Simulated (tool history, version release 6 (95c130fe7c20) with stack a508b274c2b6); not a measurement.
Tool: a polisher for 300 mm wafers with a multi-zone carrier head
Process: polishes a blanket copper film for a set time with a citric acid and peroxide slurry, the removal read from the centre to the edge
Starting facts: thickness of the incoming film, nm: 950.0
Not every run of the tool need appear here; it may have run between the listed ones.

| run | hour | flow of slurry (ml/min) | pressure of the head's centre zone | pressure of the head's middle zone | pressure of the head's edge zone | abrasive content of the slurry | polishing time (s) | film removed at the wafer's centre (nm) | film removed at mid-radius (nm) | film removed at the wafer's edge (nm) |
|---|---|---|---|---|---|---|---|---|---|---|
| 1 | 0 | 270 | 1 | 1 | 1 | 1 | 72 | 136.81 | 139.2 | 137.48 |
| 2 | 3.7 | 270 | 1 | 1 | 0.92 | 1 | 72 | 143.06 | 137.84 | 135.04 |
| 3 | 7.3 | 270 | 1 | 1 | 0.92 | 1 | 63 | 122.2 | 122.81 | 117.1 |
| 4 | 14.5 | 270 | 1 | 1 | 0.92 | 1 | 46 | 88.188 | 88.33 | 86.067 |
| 5 | 20.9 | 260 | 0.99 | 0.97 | 0.91 | 0.95 | 46 | 85.513 | 85.408 | 84.419 |
| 6 | 26.2 | 260 | 0.99 | 0.97 | 0.91 | 0.95 | 56 | 106.06 | 105.55 | 102.56 |
| 7 | 27.3 | 260 | 1 | 0.95 | 0.94 | 0.9 | 52 | 98.462 | 93.484 | 96.01 |
| 8 | 30.9 | 255 | 0.98 | 0.93 | 0.93 | 0.8 | 50 | 91.634 | 86.761 | 89.305 |

The next listed run, before its measurement:
| 9 | 36.7 | 205 | 0.88 | 0.83 | 0.84 | 0.6 | 49 | ? | ? | ? |

film removed at the wafer's centre (nm): 72.422
film removed at mid-radius (nm): 71.603
film removed at the wafer's edge (nm): 79.004
